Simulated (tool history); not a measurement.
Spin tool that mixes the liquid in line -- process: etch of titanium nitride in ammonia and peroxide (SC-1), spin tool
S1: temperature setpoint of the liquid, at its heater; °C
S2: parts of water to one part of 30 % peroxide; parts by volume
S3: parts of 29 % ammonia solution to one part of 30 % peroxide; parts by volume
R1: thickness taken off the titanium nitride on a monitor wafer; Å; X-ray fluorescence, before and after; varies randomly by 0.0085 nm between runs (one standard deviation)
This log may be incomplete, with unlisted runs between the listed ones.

run 1 hour=0.0 | S1=61.0 S2=21.5 S3=0.9 time_under_the_liquid_(s)=15 | R1=15.705
run 2 hour=3.0 | S1=61.0 S2=13.5 S3=0.9 time_under_the_liquid_(s)=15 | R1=20.142
run 3 hour=11.8 | S1=61.0 S2=13.5 S3=0.9 time_under_the_liquid_(s)=15 | R1=19.860
run 4 hour=16.3 | S1=61.0 S2=13.5 S3=0.9 time_under_the_liquid_(s)=15 | R1=20.289
run 5 hour=20.3 | S1=61.0 S2=13.5 S3=0.9 time_under_the_liquid_(s)=15 | R1=19.769
run 6 hour=24.3 | S1=59.5 S2=13.5 S3=0.9 time_under_the_liquid_(s)=15 | R1=18.243
run 7 hour=29.4 | S1=58.0 S2=13.5 S3=0.9 time_under_the_liquid_(s)=15 | R1=16.109
run 8 hour=35.5 | S1=57.0 S2=13.5 S3=0.9 time_under_the_liquid_(s)=15 | R1=15.633
run 9 hour=37.7 | S1=56.0 S2=13.5 S3=0.9 time_under_the_liquid_(s)=15 | R1=14.219
run 10 hour=42.2 | S1=55.0 S2=13.5 S3=0.9 time_under_the_liquid_(s)=15 | R1=13.488
run 11 hour=47.0 | S1=54.5 S2=13.5 S3=0.9 time_under_the_liquid_(s)=15 | R1=13.108
run 12 hour=54.5 | S1=54.0 S2=13.5 S3=0.9 time_under_the_liquid_(s)=15 | R1=12.422

Run 13, settings as shown, results not yet in. Your forecast:
run 13 hour=56.9 | S1=53.5 S2=13.5 S3=0.9 time_under_the_liquid_(s)=15 | R1=?

R1: 12.142 Å

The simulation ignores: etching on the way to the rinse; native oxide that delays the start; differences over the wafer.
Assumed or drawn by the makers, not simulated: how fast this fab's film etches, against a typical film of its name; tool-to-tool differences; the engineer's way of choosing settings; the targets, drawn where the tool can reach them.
